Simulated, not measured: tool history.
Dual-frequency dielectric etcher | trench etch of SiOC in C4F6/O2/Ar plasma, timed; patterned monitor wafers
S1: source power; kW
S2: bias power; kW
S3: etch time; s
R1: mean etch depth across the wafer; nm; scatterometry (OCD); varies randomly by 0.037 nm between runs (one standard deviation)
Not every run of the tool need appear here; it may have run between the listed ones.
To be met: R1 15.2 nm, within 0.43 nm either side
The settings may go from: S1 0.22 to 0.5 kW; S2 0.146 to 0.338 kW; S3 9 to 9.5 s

| run | hour | S1 | S2 | S3 | R1 |
|---|---|---|---|---|---|
| 1 | 0 | 0.36 | 0.242 | 9.5 | 21.501 |
| 2 | 6.7 | 0.36 | 0.261 | 9.5 | 22.384 |
| 3 | 13.2 | 0.32 | 0.261 | 9.5 | 20.829 |
| 4 | 19.8 | 0.32 | 0.261 | 9.5 | 20.777 |
| 5 | 28.4 | 0.29 | 0.238 | 9.5 | 18.833 |
| 6 | 33.3 | 0.27 | 0.225 | 9.5 | 17.566 |
| 7 | 38.1 | 0.26 | 0.218 | 9.5 | 16.944 |
| 8 | 44.3 | 0.25 | 0.213 | 9.5 | 16.375 |

Exactly one of the 5 candidate moves below puts every result within its allowed miss. Which one?
| A | 50.5 | 0.22 | 0.225 | 9 | ? |
| B | 50.5 | 0.29 | 0.226 | 9 | ? |
| C | 50.5 | 0.22 | 0.218 | 9.5 | ? |
| D | 50.5 | 0.22 | 0.223 | 9 | ? |
| E | 50.5 | 0.29 | 0.215 | 9.5 | ? |

| move | R1 |
|---|---|
| A | 14.497 |
| B | 17.535 |
| C | 15.083 |
| D | 14.438 |
| E | 18.104 |
A: moves the result that the last run missed by most past its target, out the other side
B: misses by more than the last run did
C: all results land within tolerance of their targets
D: moves the result that the last run missed by most past its target, out the other side
E: misses by more than the last run did
The right move is C.

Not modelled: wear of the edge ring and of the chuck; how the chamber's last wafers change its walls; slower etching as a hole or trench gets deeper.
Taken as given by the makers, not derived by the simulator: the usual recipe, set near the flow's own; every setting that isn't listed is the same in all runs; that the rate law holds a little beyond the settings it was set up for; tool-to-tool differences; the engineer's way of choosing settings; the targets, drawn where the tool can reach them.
